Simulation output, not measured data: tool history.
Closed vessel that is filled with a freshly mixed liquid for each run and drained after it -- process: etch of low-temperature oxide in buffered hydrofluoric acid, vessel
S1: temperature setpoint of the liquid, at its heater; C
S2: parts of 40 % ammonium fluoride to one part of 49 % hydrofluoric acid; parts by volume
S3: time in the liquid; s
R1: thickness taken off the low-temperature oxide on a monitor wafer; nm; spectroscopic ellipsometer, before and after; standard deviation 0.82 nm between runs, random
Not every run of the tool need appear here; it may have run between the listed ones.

{"run": 1, "day": 0.0, "S1": 23.0, "S2": 23.0, "S3": 30, "R1": 51.058}
{"run": 2, "day": 0.167, "S1": 23.0, "S2": 26.5, "S3": 30, "R1": 46.06}
{"run": 3, "day": 0.542, "S1": 24.5, "S2": 24.5, "S3": 30, "R1": 52.767}
{"run": 4, "day": 0.908, "S1": 24.5, "S2": 19.0, "S3": 30, "R1": 63.377}
{"run": 5, "day": 1.108, "S1": 22.5, "S2": 19.0, "S3": 30, "R1": 57.143}
{"run": 6, "day": 1.429, "S1": 25.0, "S2": 19.0, "S3": 30, "R1": 64.805}
{"run": 7, "day": 1.633, "S1": 25.0, "S2": 19.0, "S3": 30, "R1": 65.913}
{"run": 8, "day": 1.667, "S1": 26.0, "S2": 18.5, "S3": 30, "R1": 70.513}

Run 9, settings as shown, results not yet in. Your forecast:
{"run": 9, "day": 1.954, "S1": 27.0, "S2": 18.0, "S3": 30, "R1": "?"}

Run 9 measured R1 75.288 nm.
